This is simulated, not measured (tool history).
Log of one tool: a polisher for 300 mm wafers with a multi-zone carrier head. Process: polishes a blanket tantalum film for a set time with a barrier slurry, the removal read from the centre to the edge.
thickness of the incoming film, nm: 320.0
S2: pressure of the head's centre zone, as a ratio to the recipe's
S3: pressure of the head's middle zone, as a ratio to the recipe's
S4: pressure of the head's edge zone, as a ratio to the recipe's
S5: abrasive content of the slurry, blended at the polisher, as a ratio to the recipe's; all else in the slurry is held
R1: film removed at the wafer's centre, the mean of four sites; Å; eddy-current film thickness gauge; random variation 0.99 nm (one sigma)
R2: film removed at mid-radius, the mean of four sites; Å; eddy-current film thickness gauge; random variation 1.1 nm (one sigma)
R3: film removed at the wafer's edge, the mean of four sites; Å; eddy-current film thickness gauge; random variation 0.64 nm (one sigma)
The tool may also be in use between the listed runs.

Run 1, hour 0: flow of slurry (ml/min) 185, S2 1, S3 1, S4 1, S5 1, polishing time (s) 53. Result: R1 703.34 Å, R2 739.22 Å, R3 746.19 Å.
Run 2, hour 1.9: flow of slurry (ml/min) 230, S2 1, S3 1, S4 1, S5 1, polishing time (s) 53. Result: R1 735.84 Å, R2 762.1 Å, R3 773.17 Å.
Run 3, hour 5.1: flow of slurry (ml/min) 235, S2 1, S3 1.03, S4 1.03, S5 1.05, polishing time (s) 53. Result: R1 752.2 Å, R2 791.22 Å, R3 788.21 Å.
Run 4, hour 6.8: flow of slurry (ml/min) 235, S2 1, S3 1.03, S4 1.03, S5 1.1, polishing time (s) 53. Result: R1 741.5 Å, R2 814.88 Å, R3 808.22 Å.
Run 5, hour 8: flow of slurry (ml/min) 235, S2 1, S3 1.03, S4 1.03, S5 1.25, polishing time (s) 53. Result: R1 780.53 Å, R2 841.22 Å, R3 840.22 Å.
Run 6, hour 13.9: flow of slurry (ml/min) 235, S2 1, S3 1.03, S4 0.97, S5 1.25, polishing time (s) 53. Result: R1 802.99 Å, R2 853.86 Å, R3 809.88 Å.
Run 7, hour 20.1: flow of slurry (ml/min) 235, S2 1, S3 1.03, S4 0.97, S5 1.25, polishing time (s) 53. Result: R1 792.75 Å, R2 846.07 Å, R3 817.87 Å.
Run 8, hour 21.7: flow of slurry (ml/min) 240, S2 1, S3 1.04, S4 0.99, S5 1.3, polishing time (s) 53. Result: R1 809.16 Å, R2 866 Å, R3 827.83 Å.
Run 9, hour 23.9: flow of slurry (ml/min) 245, S2 0.99, S3 1.05, S4 1.01, S5 1.35, polishing time (s) 53. Result: R1 794.79 Å, R2 877.96 Å, R3 859.3 Å.
Run 10, hour 32.3: flow of slurry (ml/min) 250, S2 0.99, S3 1.06, S4 1.02, S5 1.4, polishing time (s) 53. Result: R1 819.28 Å, R2 899.22 Å, R3 861.62 Å.
Run 11, hour 35.2: flow of slurry (ml/min) 250, S2 0.99, S3 1.06, S4 1.02, S5 1.4, polishing time (s) 53. Result: R1 833.29 Å, R2 901.46 Å, R3 862.16 Å.

The next listed run, before its measurement:
Run 12, hour 37.9: flow of slurry (ml/min) 250, S2 0.98, S3 1.07, S4 1.04, S5 1.4, polishing time (s) 53. Result: R1 ?, R2 ?, R3 ?.

R1: 821.49 Å
R2: 898.07 Å
R3: 867.02 Å

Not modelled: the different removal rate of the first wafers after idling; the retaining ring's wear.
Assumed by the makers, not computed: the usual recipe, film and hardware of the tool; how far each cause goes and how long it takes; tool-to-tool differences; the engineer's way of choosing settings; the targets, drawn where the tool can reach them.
